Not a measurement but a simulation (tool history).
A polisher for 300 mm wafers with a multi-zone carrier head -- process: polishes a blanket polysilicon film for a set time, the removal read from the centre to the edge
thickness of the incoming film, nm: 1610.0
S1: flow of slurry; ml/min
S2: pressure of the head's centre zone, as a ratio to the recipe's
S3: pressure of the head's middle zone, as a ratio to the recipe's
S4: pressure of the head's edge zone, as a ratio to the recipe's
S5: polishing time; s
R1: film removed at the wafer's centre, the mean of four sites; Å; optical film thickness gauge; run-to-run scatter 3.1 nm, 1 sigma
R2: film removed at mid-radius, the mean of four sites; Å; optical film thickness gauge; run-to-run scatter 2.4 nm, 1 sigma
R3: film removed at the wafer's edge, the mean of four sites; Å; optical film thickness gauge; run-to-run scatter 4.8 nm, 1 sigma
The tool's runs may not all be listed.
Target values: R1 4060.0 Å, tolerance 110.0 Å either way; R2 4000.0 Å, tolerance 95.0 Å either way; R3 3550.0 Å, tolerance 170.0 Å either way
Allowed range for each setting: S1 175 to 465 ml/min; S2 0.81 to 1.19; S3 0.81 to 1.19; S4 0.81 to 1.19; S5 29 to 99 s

run 1 hour=0.0 | S1=295 S2=1.00 S3=1.00 S4=1.00 S5=64 | R1=3247.5 R2=3204.2 R3=3278.1
run 2 hour=7.4 | S1=295 S2=0.97 S3=1.00 S4=1.00 S5=64 | R1=3091.0 R2=3243.6 R3=3207.4
run 3 hour=9.6 | S1=360 S2=0.97 S3=1.00 S4=1.00 S5=64 | R1=3192.3 R2=3312.7 R3=3307.8
run 4 hour=16.0 | S1=430 S2=0.97 S3=1.00 S4=1.00 S5=64 | R1=3227.2 R2=3347.6 R3=3235.3
run 5 hour=18.3 | S1=430 S2=0.93 S3=1.00 S4=1.00 S5=64 | R1=3104.2 R2=3356.9 R3=3308.7
run 6 hour=20.9 | S1=430 S2=0.93 S3=1.00 S4=1.00 S5=71 | R1=3402.7 R2=3702.0 R3=3712.0
run 7 hour=28.7 | S1=435 S2=0.98 S3=1.02 S4=0.99 S5=71 | R1=3619.0 R2=3757.8 R3=3752.8
run 8 hour=29.4 | S1=435 S2=0.98 S3=1.02 S4=0.99 S5=71 | R1=3619.7 R2=3751.4 R3=3593.6
run 9 hour=34.1 | S1=435 S2=1.01 S3=1.04 S4=0.99 S5=72 | R1=3835.4 R2=3904.6 R3=3735.5
run 10 hour=41.8 | S1=445 S2=1.03 S3=1.05 S4=0.96 S5=72 | R1=3918.5 R2=3928.0 R3=3664.7

Exactly one of the 4 candidate moves below puts every result within its allowed miss. Which one?
run A hour=49.5 | S1=440 S2=1.01 S3=1.00 S4=0.93 S5=77 | R1=? R2=? R3=?
run B hour=49.5 | S1=465 S2=1.14 S3=0.98 S4=0.87 S5=73 | R1=? R2=? R3=?
run C hour=49.5 | S1=465 S2=1.10 S3=0.96 S4=0.97 S5=76 | R1=? R2=? R3=?
run D hour=49.5 | S1=465 S2=1.09 S3=1.10 S4=0.93 S5=71 | R1=? R2=? R3=?

move=A R1=4047.3 R2=3987.9 R3=3939.8
move=B R1=4351.6 R2=3728.4 R3=3633.9
move=C R1=4369.8 R2=3815.2 R3=3980.0
move=D R1=4048.9 R2=4000.6 R3=3638.3
A: the worst result of the last run now meets its target, but another is out of spec
B: pushes the last run's worst result past its target
C: pushes the last run's worst result past its target
D: all results land within tolerance of their targets
D meets every target.

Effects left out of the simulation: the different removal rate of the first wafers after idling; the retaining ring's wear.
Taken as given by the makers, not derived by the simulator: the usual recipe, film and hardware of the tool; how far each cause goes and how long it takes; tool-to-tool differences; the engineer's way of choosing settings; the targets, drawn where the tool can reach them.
